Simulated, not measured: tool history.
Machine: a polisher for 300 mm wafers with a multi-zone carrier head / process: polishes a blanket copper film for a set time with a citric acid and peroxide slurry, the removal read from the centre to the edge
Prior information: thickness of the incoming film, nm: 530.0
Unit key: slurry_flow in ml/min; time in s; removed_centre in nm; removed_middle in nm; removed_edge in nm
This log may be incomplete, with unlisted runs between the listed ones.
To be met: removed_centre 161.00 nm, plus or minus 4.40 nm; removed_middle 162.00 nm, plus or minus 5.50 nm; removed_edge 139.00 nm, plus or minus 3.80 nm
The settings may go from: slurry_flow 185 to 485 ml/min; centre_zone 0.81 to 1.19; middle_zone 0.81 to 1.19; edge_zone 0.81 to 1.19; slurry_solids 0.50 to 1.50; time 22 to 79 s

run,day,slurry_flow,centre_zone,middle_zone,edge_zone,slurry_solids,time,removed_centre,removed_middle,removed_edge
1,0.000,310,1.00,1.00,1.00,1.00,50,162.11,170.74,159.40
2,0.158,310,1.00,1.00,1.00,1.20,50,169.96,176.41,163.72
3,0.362,310,1.00,1.00,0.98,1.15,50,167.44,176.56,161.20
4,0.688,310,1.01,1.00,0.96,1.10,50,167.29,175.37,158.92
5,0.800,310,1.01,1.00,0.96,1.10,39,132.01,136.45,124.80
6,1.000,310,0.93,1.00,0.96,1.10,39,122.75,136.89,123.99
7,1.362,315,0.95,1.01,0.97,1.10,39,125.20,137.55,124.26
8,1.733,365,1.05,1.11,1.07,1.35,40,145.53,159.43,140.38
9,1.862,365,1.06,1.11,1.07,1.35,40,147.53,160.05,139.88
10,2.233,365,1.07,1.11,1.07,1.35,40,148.44,159.48,140.83
11,2.583,365,1.08,1.11,1.07,1.35,40,151.48,155.98,138.98
12,2.708,365,1.08,1.11,1.07,1.35,40,150.28,159.78,140.22
13,3.017,365,1.09,1.11,1.07,1.35,40,150.17,156.70,139.87
14,3.379,365,1.09,1.11,1.07,1.35,40,154.03,155.46,139.86
15,3.554,375,1.11,1.14,1.05,1.40,40,154.06,161.23,140.90
16,3.679,375,1.12,1.14,1.05,1.40,40,155.77,160.74,139.01

Below are 4 possible settings for the next run. Only one of them brings all results inside the allowed miss of their targets. Which is it?
A,3.804,395,1.06,1.10,1.14,1.50,38,?,?,?
B,3.804,385,1.06,1.13,1.05,1.35,41,?,?,?
C,3.804,335,1.16,1.13,1.03,1.40,40,?,?,?
D,3.804,260,1.15,1.13,1.10,1.35,40,?,?,?

move,removed_centre,removed_middle,removed_edge
A,144.65,154.99,141.37
B,152.67,167.07,143.15
C,160.32,162.39,138.20
D,154.31,157.81,139.48
A: the biggest miss grows against the last run
B: the biggest miss grows against the last run
C: each result inside its tolerance
D: the biggest miss grows against the last run
The right move is C.

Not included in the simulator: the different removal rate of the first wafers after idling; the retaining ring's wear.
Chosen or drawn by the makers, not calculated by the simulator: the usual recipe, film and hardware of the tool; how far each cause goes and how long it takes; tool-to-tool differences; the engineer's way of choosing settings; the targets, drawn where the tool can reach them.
